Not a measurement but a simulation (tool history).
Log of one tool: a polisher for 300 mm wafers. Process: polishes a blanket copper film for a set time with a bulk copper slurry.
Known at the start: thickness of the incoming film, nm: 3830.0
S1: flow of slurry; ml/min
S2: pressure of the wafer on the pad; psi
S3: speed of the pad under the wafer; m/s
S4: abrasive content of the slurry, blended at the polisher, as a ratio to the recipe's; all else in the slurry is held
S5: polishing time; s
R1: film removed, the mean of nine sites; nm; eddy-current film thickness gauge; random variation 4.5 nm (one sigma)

| run | hour | S1 | S2 | S3 | S4 | S5 | R1 |
|---|---|---|---|---|---|---|---|
| 1 | 0 | 125 | 2.5 | 1.36 | 1 | 52 | 603.98 |
| 2 | 8.9 | 125 | 2.5 | 1.36 | 0.8 | 52 | 575.95 |
| 3 | 15.9 | 125 | 2.4 | 1.36 | 0.8 | 52 | 572.11 |
| 4 | 23.5 | 125 | 2.2 | 1.36 | 0.8 | 52 | 524.81 |
| 5 | 27.1 | 125 | 2.2 | 1.36 | 0.7 | 52 | 530.29 |
| 6 | 31.8 | 125 | 2.2 | 1.58 | 0.7 | 52 | 610.95 |
| 7 | 40.7 | 125 | 2 | 1.56 | 0.7 | 52 | 565.78 |

Forecast run 8:
| 8 | 42.9 | 125 | 1.9 | 1.54 | 0.7 | 52 | ? |

R1: 547.7 nm
